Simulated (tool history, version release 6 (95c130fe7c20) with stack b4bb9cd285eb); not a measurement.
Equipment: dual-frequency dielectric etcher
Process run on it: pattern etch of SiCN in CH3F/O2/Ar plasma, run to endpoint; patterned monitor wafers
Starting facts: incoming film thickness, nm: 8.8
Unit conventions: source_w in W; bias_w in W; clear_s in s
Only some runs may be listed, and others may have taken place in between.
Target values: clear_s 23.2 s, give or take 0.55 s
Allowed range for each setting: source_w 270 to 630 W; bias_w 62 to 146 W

{"run": 1, "hour": 0.0, "source_w": 450, "bias_w": 104, "clear_s": 18.265}
{"run": 2, "hour": 2.5, "source_w": 490, "bias_w": 104, "clear_s": 17.846}
{"run": 3, "hour": 3.9, "source_w": 460, "bias_w": 97, "clear_s": 18.843}
{"run": 4, "hour": 7.3, "source_w": 520, "bias_w": 97, "clear_s": 18.271}
{"run": 5, "hour": 14.7, "source_w": 490, "bias_w": 97, "clear_s": 18.634}
{"run": 6, "hour": 21.6, "source_w": 540, "bias_w": 97, "clear_s": 17.66}
{"run": 7, "hour": 23.5, "source_w": 450, "bias_w": 82, "clear_s": 20.585}
{"run": 8, "hour": 26.4, "source_w": 430, "bias_w": 81, "clear_s": 21.069}
{"run": 9, "hour": 33.4, "source_w": 410, "bias_w": 80, "clear_s": 21.557}
{"run": 10, "hour": 35.0, "source_w": 400, "bias_w": 79, "clear_s": 21.747}
{"run": 11, "hour": 40.5, "source_w": 390, "bias_w": 78, "clear_s": 22.141}

Next run, 4 choices. One meets every target within its allowed miss, the rest don't. Which?
{"run": "A", "hour": 46.0, "source_w": 410, "bias_w": 75, "clear_s": "?"}
{"run": "B", "hour": 46.0, "source_w": 270, "bias_w": 91, "clear_s": "?"}
{"run": "C", "hour": 46.0, "source_w": 420, "bias_w": 77, "clear_s": "?"}
{"run": "D", "hour": 46.0, "source_w": 390, "bias_w": 86, "clear_s": "?"}

move=A clear_s=22.094
move=B clear_s=23.062
move=C clear_s=21.634
move=D clear_s=21.026
A: no better and no worse than the last run
B: every result within its allowed miss
C: misses by more than the last run did
D: misses by more than the last run did
B meets every target.
